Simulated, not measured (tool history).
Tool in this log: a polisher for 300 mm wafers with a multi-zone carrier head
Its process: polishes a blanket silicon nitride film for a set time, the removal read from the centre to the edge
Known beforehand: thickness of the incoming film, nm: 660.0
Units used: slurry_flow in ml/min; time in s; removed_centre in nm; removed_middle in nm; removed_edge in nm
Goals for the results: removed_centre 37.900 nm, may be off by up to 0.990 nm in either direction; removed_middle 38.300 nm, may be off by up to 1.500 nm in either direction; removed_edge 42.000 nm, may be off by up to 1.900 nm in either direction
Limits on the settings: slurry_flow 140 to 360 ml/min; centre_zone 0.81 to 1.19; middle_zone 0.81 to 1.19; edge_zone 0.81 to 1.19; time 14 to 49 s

run,day,slurry_flow,centre_zone,middle_zone,edge_zone,time,removed_centre,removed_middle,removed_edge
1,0.000,230,1.00,1.00,1.00,31,43.346,43.748,43.698
2,0.071,225,0.99,0.99,1.00,31,43.096,43.603,44.360
3,0.438,270,0.99,0.99,1.00,31,44.208,44.200,44.109
4,0.721,265,0.98,0.98,1.00,31,43.163,44.356,43.663
5,1.025,265,0.98,1.03,1.00,31,43.868,45.710,44.939
6,1.304,260,0.97,1.01,1.01,31,43.174,45.015,44.315
7,1.658,195,0.88,0.91,1.09,31,37.833,39.832,43.794
8,1.983,195,0.88,0.91,1.08,31,38.220,39.137,44.181
9,2.238,195,0.88,0.91,1.08,31,37.930,39.273,44.294
# day 2.371: worn pad replaced by a new one
10,2.371,195,0.88,0.91,1.07,31,40.567,41.672,48.478
11,2.512,195,0.89,0.91,1.07,31,40.867,42.399,48.073
12,2.633,200,0.89,0.91,1.08,31,41.289,42.454,47.177
13,2.971,200,0.90,0.92,1.06,31,41.654,43.085,48.296
14,3.192,200,0.90,0.92,1.06,31,41.417,42.826,48.235
15,3.292,200,0.90,0.92,1.06,31,41.370,42.419,48.791
16,3.392,200,0.90,0.92,1.07,31,41.811,44.057,49.172
17,3.692,210,0.89,0.92,1.07,31,41.428,42.796,47.813
18,3.800,205,0.90,0.92,1.07,31,41.510,43.068,47.805
19,4.162,210,0.90,0.93,1.05,31,41.271,43.867,46.037
20,4.325,215,0.91,0.94,1.06,31,43.074,43.661,47.436
21,4.471,215,0.92,0.93,1.05,31,43.251,43.252,46.658
22,4.654,215,0.92,0.93,1.06,31,42.510,43.376,47.603
23,4.688,210,0.92,0.93,1.05,31,42.666,43.518,48.405
24,4.779,205,0.92,0.93,1.07,31,42.610,42.667,48.268
25,4.967,205,0.92,0.93,1.07,31,42.661,43.264,47.811

Pick the move, out of 5, that brings all results within their allowed miss; only one does.
A,5.154,165,0.92,0.87,1.08,38,?,?,?
B,5.154,140,0.86,0.81,1.16,31,?,?,?
C,5.154,210,0.90,0.90,0.99,28,?,?,?
D,5.154,360,1.17,1.17,0.99,27,?,?,?
E,5.154,360,1.17,1.13,0.98,26,?,?,?

move,removed_centre,removed_middle,removed_edge
A,49.919,48.316,58.258
B,37.002,35.811,48.030
C,37.945,38.225,42.425
D,48.506,48.897,42.698
E,46.696,45.696,40.938
A: misses by more than the last run did
B: brings the last run's worst result on target, with another outside its allowed miss
C: hits every target within its allowed miss
D: misses by more than the last run did
E: misses by more than the last run did
Go with C: it meets all targets.

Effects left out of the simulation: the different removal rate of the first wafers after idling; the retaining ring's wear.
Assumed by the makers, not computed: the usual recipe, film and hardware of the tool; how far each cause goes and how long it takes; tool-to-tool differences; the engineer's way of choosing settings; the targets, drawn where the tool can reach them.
